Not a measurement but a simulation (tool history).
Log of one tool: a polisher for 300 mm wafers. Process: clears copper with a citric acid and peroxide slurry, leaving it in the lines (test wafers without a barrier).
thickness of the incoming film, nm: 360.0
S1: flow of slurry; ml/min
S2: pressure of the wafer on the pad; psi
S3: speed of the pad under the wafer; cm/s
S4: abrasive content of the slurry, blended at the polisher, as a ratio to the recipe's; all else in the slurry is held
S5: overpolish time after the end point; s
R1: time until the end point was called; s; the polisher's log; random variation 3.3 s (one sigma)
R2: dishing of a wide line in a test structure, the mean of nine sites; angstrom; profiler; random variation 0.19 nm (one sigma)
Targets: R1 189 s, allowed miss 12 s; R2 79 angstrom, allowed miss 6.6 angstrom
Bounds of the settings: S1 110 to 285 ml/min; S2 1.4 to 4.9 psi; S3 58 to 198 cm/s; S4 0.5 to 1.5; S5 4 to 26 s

run,hour,S1,S2,S3,S4,S5,R1,R2
1,0,180,3.1,128,1,13,115.24,257.56
2,2.8,180,2.8,124,1,11,131.62,187.47
3,3.8,180,2.5,124,1,9,146.44,142.98
4,4.5,180,3.2,124,1,9,118.23,180.98
5,11,180,3.2,124,1,4,115.46,85.58
6,20.1,180,3.2,124,0.85,4,120.27,82.659
7,27.3,180,2.8,122,0.9,5,134.98,90.412
8,35.5,180,2.5,120,0.9,5,152.86,82.962
9,41.1,180,2.3,120,0.9,5,170.03,72.038
10,43.3,180,2.2,120,0.9,5,176.4,73.094
11,48.1,180,2.1,120,0.9,5,179.07,68.03

Which of these 5 next moves meets every target?
A,52.9,210,2.3,132,0.8,5,?,?
B,52.9,180,2.9,94,0.85,5,?,?
C,52.9,265,2.5,96,0.7,8,?,?
D,52.9,200,2.1,116,0.85,6,?,?
E,52.9,170,2.3,122,1,5,?,?

move,R1,R2
A,154.79,80.13
B,162.65,76.631
C,184.85,105.93
D,186.21,79.855
E,161.34,77.021
A: brings the result that was furthest off to its target, and leaves another outside
B: brings the result that was furthest off to its target, and leaves another outside
C: takes the result that was furthest off past its target
D: meets every target
E: brings the result that was furthest off to its target, and leaves another outside
Answer: D

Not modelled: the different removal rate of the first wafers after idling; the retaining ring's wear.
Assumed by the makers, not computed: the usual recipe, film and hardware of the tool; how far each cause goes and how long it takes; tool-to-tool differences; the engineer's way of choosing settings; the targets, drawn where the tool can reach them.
